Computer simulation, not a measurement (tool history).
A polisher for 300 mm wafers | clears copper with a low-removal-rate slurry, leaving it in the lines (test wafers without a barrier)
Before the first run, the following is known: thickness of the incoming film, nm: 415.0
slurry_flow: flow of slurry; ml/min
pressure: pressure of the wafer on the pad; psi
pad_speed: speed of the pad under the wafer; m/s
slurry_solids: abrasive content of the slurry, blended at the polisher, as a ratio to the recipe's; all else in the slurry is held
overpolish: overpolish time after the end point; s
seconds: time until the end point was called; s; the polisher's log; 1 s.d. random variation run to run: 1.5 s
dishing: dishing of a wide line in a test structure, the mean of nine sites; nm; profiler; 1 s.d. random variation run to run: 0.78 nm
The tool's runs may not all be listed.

run	hour	slurry_flow	pressure	pad_speed	slurry_solids	overpolish	seconds	dishing
1	0.0	150	3.0	1.36	1.0	22	80.548	55.559
2	1.4	150	2.8	1.36	1.0	21	86.724	52.894
3	2.9	150	2.7	1.36	1.0	20	91.170	49.517
4	4.8	150	2.7	1.36	1.0	25	91.124	56.287
5	5.8	150	2.7	1.54	1.0	25	80.127	61.995
6	6.9	150	2.5	1.54	1.0	23	88.187	57.118

Run 7 has not been measured yet. What should we expect?
7	15.9	150	2.4	1.52	1.0	21	?	?

seconds: 89.401 s
dishing: 51.666 nm

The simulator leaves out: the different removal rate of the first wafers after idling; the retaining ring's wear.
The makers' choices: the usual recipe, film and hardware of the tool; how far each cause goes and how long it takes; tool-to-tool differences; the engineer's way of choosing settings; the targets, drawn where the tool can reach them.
